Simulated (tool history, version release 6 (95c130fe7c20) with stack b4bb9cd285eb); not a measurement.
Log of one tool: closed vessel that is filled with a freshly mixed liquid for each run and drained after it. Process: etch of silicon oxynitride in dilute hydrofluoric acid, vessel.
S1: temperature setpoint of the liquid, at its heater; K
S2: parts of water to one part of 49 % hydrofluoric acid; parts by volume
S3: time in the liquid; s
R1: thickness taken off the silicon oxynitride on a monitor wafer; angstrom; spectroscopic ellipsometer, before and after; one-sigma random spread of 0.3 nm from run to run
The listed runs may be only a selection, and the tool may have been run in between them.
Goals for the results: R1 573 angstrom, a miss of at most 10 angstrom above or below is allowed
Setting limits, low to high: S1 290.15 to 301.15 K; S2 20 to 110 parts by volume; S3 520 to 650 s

{"run": 1, "hour": 0.0, "S1": 293.15, "S2": 60, "S3": 650, "R1": 294.74}
{"run": 2, "hour": 6.5, "S1": 293.15, "S2": 50, "S3": 650, "R1": 352.75}
{"run": 3, "hour": 14.5, "S1": 293.15, "S2": 50, "S3": 650, "R1": 354.25}
{"run": 4, "hour": 16.5, "S1": 291.15, "S2": 50, "S3": 650, "R1": 320.84}
{"run": 5, "hour": 19.5, "S1": 293.15, "S2": 50, "S3": 650, "R1": 356.65}
{"run": 6, "hour": 24.9, "S1": 293.15, "S2": 50, "S3": 520, "R1": 286.52}
{"run": 7, "hour": 28.1, "S1": 293.15, "S2": 50, "S3": 520, "R1": 285.18}
{"run": 8, "hour": 36.4, "S1": 294.65, "S2": 45, "S3": 520, "R1": 342.82}
{"run": 9, "hour": 39.3, "S1": 295.65, "S2": 40, "S3": 520, "R1": 404.68}
{"run": 10, "hour": 40.9, "S1": 295.65, "S2": 40, "S3": 520, "R1": 405.83}
{"run": 11, "hour": 43.9, "S1": 296.65, "S2": 40, "S3": 520, "R1": 423.52}
{"run": 12, "hour": 48.5, "S1": 297.65, "S2": 40, "S3": 520, "R1": 447.92}
{"run": 13, "hour": 54.1, "S1": 301.15, "S2": 35, "S3": 520, "R1": 610.53}
{"run": 14, "hour": 55.4, "S1": 300.65, "S2": 35, "S3": 520, "R1": 594.89}
{"run": 15, "hour": 60.3, "S1": 300.65, "S2": 35, "S3": 520, "R1": 589.78}

Which one of the following 4 next-run settings gets every result inside its allowed miss? There is exactly one.
{"run": "A", "hour": 65.2, "S1": 300.65, "S2": 35, "S3": 535, "R1": "?"}
{"run": "B", "hour": 65.2, "S1": 301.15, "S2": 40, "S3": 565, "R1": "?"}
{"run": "C", "hour": 65.2, "S1": 300.15, "S2": 35, "S3": 540, "R1": "?"}
{"run": "D", "hour": 65.2, "S1": 300.65, "S2": 35, "S3": 530, "R1": "?"}

move=A R1=613.4
move=B R1=578.01
move=C R1=604.41
move=D R1=607.67
A: misses by more than the last run did
B: each result inside its tolerance
C: misses by more than the last run did
D: misses by more than the last run did
The right move is B.
